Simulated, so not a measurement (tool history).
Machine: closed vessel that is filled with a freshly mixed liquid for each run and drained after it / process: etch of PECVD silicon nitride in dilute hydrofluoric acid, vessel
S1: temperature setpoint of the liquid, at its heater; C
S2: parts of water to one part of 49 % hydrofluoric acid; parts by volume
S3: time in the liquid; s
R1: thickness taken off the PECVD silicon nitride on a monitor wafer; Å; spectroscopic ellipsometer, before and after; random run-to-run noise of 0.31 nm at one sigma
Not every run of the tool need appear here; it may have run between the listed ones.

| run | day | S1 | S2 | S3 | R1 |
|---|---|---|---|---|---|
| 1 | 0.000 | 23.0 | 180 | 2385 | 653.44 |
| 2 | 0.075 | 23.0 | 180 | 2560 | 710.29 |
| 3 | 0.200 | 22.5 | 180 | 2560 | 681.45 |
| 4 | 0.462 | 22.0 | 180 | 2560 | 673.78 |
| 5 | 0.779 | 22.0 | 235 | 2560 | 513.65 |
| 6 | 0.900 | 25.0 | 235 | 2560 | 624.64 |
| 7 | 1.025 | 24.5 | 235 | 2560 | 600.15 |

The next listed run, before its measurement:
|  | 1.121 | thermometer replaced |
| 8 | 1.121 | 20.5 | 235 | 2560 | ? |

R1: 440.31 Å
